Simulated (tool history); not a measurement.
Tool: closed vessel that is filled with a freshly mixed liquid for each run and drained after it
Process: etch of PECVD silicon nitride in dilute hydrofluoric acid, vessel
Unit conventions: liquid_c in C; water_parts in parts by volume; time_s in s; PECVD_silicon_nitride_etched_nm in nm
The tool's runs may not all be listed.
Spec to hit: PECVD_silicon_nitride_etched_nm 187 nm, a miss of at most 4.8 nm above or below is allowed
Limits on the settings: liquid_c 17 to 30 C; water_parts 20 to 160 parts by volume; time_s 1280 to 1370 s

run,hour,liquid_c,water_parts,time_s,PECVD_silicon_nitride_etched_nm
1,0,22,90,1280,67.301
2,1.8,23.5,80,1280,84.418
3,2.5,25,75,1280,98.32
4,8.6,25,75,1370,104.09
5,11.9,27.5,75,1370,122.85
6,19.4,28,70,1370,137.4
7,22.2,28.5,65,1370,151.69
8,28.9,28.5,65,1370,150.78
9,34.8,30,50,1370,218.55
10,41.4,29.5,50,1370,210.06
11,43.8,29,50,1370,206.31
12,45.7,29,50,1370,203.09
13,52.4,28.5,50,1370,195.96

Exercise: of the 5 proposed moves below, exactly one satisfies all targets within the stated allowed misses. Which move is it?
A,59.1,26,40,1355,?
B,59.1,27,45,1370,?
C,59.1,27.5,45,1330,?
D,59.1,25.5,40,1280,?
E,59.1,30,50,1300,?

move,PECVD_silicon_nitride_etched_nm
A,204.36
B,196.77
C,197.43
D,186.7
E,204.73
A: moves away from the targets compared with the last run
B: moves away from the targets compared with the last run
C: moves away from the targets compared with the last run
D: all results in spec
E: moves away from the targets compared with the last run
Move D is the one to make.
